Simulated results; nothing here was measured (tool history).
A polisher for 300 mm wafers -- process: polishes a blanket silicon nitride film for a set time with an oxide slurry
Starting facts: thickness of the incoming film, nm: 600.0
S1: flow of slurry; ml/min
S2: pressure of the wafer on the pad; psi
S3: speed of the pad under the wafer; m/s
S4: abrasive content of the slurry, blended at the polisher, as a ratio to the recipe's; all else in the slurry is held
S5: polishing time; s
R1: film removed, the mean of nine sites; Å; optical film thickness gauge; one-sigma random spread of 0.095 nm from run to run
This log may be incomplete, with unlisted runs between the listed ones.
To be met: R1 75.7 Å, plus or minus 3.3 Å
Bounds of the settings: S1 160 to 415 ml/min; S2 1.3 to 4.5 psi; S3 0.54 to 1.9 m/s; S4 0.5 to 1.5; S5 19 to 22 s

run,hour,S1,S2,S3,S4,S5,R1
1,0,265,2.9,1.22,1,22,125.84
2,4.8,265,2.7,1.22,1,22,120.06
3,6,265,3.3,1.22,1,22,145.6
4,9.5,265,3.3,1.22,0.85,22,128.78
5,13.5,265,3,1.2,0.85,22,114.73
6,18.2,265,3,1.2,0.85,22,112.67
7,20.9,265,2.8,1.2,0.85,22,106.24
8,28.4,265,2.6,1.2,0.85,22,101.34
9,32,265,2.5,1.2,0.85,22,96.786
10,33.5,265,1.7,1.18,0.85,22,65.54
11,40.1,265,1.8,1.18,0.85,22,68.707

Exercise: of the 5 proposed moves below, exactly one satisfies all targets within the stated allowed misses. Which move is it?
A,46.7,270,1.8,1.52,0.75,22,?
B,46.7,220,2,1.34,0.9,22,?
C,46.7,260,1.7,1.24,0.85,22,?
D,46.7,245,2,1.42,0.8,22,?
E,46.7,260,1.6,1.18,0.8,22,?

move,R1
A,75.086
B,86.232
C,67.65
D,82.821
E,58.157
A: every result lands within tolerance
B: pushes the last run's worst result past its target
C: misses by more than the last run did
D: pushes the last run's worst result past its target
E: misses by more than the last run did
Answer: A

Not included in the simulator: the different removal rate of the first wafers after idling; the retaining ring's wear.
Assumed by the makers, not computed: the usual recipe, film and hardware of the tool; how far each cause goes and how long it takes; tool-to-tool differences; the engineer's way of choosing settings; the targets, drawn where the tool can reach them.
